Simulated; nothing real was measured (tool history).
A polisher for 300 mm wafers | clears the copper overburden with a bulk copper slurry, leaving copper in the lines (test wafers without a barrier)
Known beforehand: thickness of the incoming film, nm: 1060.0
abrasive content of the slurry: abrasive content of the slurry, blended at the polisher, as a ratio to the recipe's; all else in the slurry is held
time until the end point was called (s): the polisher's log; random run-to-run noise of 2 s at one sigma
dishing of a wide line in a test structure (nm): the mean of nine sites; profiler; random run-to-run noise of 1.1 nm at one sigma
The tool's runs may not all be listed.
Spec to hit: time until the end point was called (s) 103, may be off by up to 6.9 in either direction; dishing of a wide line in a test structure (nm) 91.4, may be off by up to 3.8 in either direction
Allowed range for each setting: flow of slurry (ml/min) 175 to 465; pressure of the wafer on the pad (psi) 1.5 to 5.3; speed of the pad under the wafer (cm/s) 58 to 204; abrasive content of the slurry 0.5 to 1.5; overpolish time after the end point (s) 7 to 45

run    day  flow of slurry (ml/min)  pressure of the wafer on the pad (psi)  speed of the pad under the wafer (cm/s)  abrasive content of the slurry  overpolish time after the end point (s)  time until the end point was called (s)  dishing of a wide line in a test structure (nm)
  1      0                      295                                     3.4                                      130                               1                                       23                                   69.816                                            127.6
  2  0.304                      245                                     3.4                                      130                               1                                       23                                    70.59                                           130.18
  3    0.4                      245                                     3.9                                      130                               1                                       23                                   64.685                                           135.55
  4  0.504                      245                                     3.9                                      130                            0.85                                       23                                   66.198                                           132.61
  5  0.712                      245                                     3.9                                      154                            0.85                                       23                                   57.355                                           141.58
     0.829  -- slurry nozzle cleaned
  6  0.829                      245                                     3.4                                      146                            0.85                                       21                                   64.098                                           129.48
  7  0.942                      245                                       3                                      134                            0.85                                       19                                   75.018                                           111.63
  8    1.2                      245                                     2.6                                      130                            0.85                                       19                                   90.913                                           100.95
  9  1.354                      245                                     2.5                                      130                            0.85                                       19                                   91.475                                           101.28
 10  1.433                      245                                     2.4                                      130                            0.85                                       19                                   96.739                                             99.4
 11  1.562                      245                                     2.1                                      132                            0.85                                       16                                   98.583                                            85.34
 12  1.762                      245                                     2.1                                      130                            0.85                                       17                                   101.74                                           86.763

4 next moves are on the table. One of them brings every result within its allowed miss. Which?
  A  1.962                      235                                     1.7                                      168                            0.95                                       13                                        ?                                                ?
  B  1.962                      280                                     1.9                                      128                            0.85                                       16                                        ?                                                ?
  C  1.962                      240                                     2.4                                      120                            0.55                                       17                                        ?                                                ?
  D  1.962                      295                                     2.4                                      124                             0.7                                       18                                        ?                                                ?

move  time until the end point was called (s)  dishing of a wide line in a test structure (nm)
   A                                   88.861                                           77.968
   B                                    108.8                                           79.089
   C                                   108.71                                           84.124
   D                                   98.949                                           92.141
A: lands further from the targets than the last run did
B: lands further from the targets than the last run did
C: lands further from the targets than the last run did
D: meets every target
The right move is D.
